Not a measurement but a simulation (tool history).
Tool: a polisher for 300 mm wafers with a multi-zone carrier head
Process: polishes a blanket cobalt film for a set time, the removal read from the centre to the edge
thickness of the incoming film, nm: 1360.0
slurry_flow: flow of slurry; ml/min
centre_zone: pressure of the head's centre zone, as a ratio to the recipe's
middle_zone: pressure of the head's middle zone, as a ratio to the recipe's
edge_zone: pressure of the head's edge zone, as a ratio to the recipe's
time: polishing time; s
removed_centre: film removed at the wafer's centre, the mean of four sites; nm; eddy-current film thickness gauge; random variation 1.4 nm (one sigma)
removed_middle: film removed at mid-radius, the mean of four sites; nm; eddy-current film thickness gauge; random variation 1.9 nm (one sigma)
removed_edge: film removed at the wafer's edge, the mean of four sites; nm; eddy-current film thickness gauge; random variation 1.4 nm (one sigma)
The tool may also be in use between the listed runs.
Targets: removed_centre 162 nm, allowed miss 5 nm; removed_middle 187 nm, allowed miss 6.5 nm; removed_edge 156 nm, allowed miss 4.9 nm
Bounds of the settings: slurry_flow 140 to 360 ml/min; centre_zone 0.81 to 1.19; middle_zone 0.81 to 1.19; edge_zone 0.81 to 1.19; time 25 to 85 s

run 1 hour=0 | slurry_flow=230 centre_zone=1 middle_zone=1 edge_zone=1 time=55 | removed_centre=246.01 removed_middle=250.6 removed_edge=246.82
run 2 hour=5.8 | slurry_flow=230 centre_zone=1 middle_zone=1 edge_zone=0.95 time=55 | removed_centre=244.46 removed_middle=251.72 removed_edge=241
run 3 hour=10.8 | slurry_flow=205 centre_zone=1 middle_zone=1 edge_zone=0.95 time=55 | removed_centre=239.3 removed_middle=247.15 removed_edge=237.31
run 4 hour=17.9 | slurry_flow=205 centre_zone=1 middle_zone=1 edge_zone=0.95 time=49 | removed_centre=215.21 removed_middle=220.4 removed_edge=210.24
run 5 hour=24 | slurry_flow=205 centre_zone=1.07 middle_zone=1 edge_zone=0.95 time=49 | removed_centre=228.27 removed_middle=217.68 removed_edge=215.51
run 6 hour=26 | slurry_flow=170 centre_zone=1.07 middle_zone=1 edge_zone=0.95 time=49 | removed_centre=220.87 removed_middle=212.63 removed_edge=210.82
run 7 hour=33.4 | slurry_flow=180 centre_zone=1.03 middle_zone=1.02 edge_zone=0.92 time=46 | removed_centre=201.35 removed_middle=204.36 removed_edge=194.85
run 8 hour=39.6 | slurry_flow=190 centre_zone=1.01 middle_zone=1.04 edge_zone=0.89 time=43 | removed_centre=183.78 removed_middle=198.6 removed_edge=178.49
run 9 hour=46.7 | slurry_flow=190 centre_zone=1 middle_zone=1.05 edge_zone=0.87 time=42 | removed_centre=181.98 removed_middle=195.93 removed_edge=171.96
run 10 hour=55.4 | slurry_flow=185 centre_zone=0.98 middle_zone=1.05 edge_zone=0.86 time=41 | removed_centre=174.69 removed_middle=190.41 removed_edge=165.62
run 11 hour=58.8 | slurry_flow=160 centre_zone=0.92 middle_zone=1.07 edge_zone=0.81 time=40 | removed_centre=157.07 removed_middle=183.31 removed_edge=157.9

Which of these 5 next moves meets every target?
run A hour=62.2 | slurry_flow=155 centre_zone=1.04 middle_zone=1.02 edge_zone=0.81 time=40 | removed_centre=? removed_middle=? removed_edge=?
run B hour=62.2 | slurry_flow=210 centre_zone=0.94 middle_zone=1.07 edge_zone=0.81 time=39 | removed_centre=? removed_middle=? removed_edge=?
run C hour=62.2 | slurry_flow=225 centre_zone=0.9 middle_zone=1.18 edge_zone=0.81 time=37 | removed_centre=? removed_middle=? removed_edge=?
run D hour=62.2 | slurry_flow=140 centre_zone=0.89 middle_zone=1.04 edge_zone=0.86 time=41 | removed_centre=? removed_middle=? removed_edge=?
run E hour=62.2 | slurry_flow=180 centre_zone=0.88 middle_zone=1.14 edge_zone=0.83 time=40 | removed_centre=? removed_middle=? removed_edge=?

move=A removed_centre=171.39 removed_middle=173.83 removed_edge=158.15
move=B removed_centre=160.88 removed_middle=184.26 removed_edge=159.01
move=C removed_centre=148.64 removed_middle=191.77 removed_edge=151.58
move=D removed_centre=151.14 removed_middle=178.28 removed_edge=164.44
move=E removed_centre=152.67 removed_middle=195.56 removed_edge=162.21
A: takes the result that was furthest off past its target
B: meets every target
C: further off than the last run
D: further off than the last run
E: further off than the last run
The right move is B.
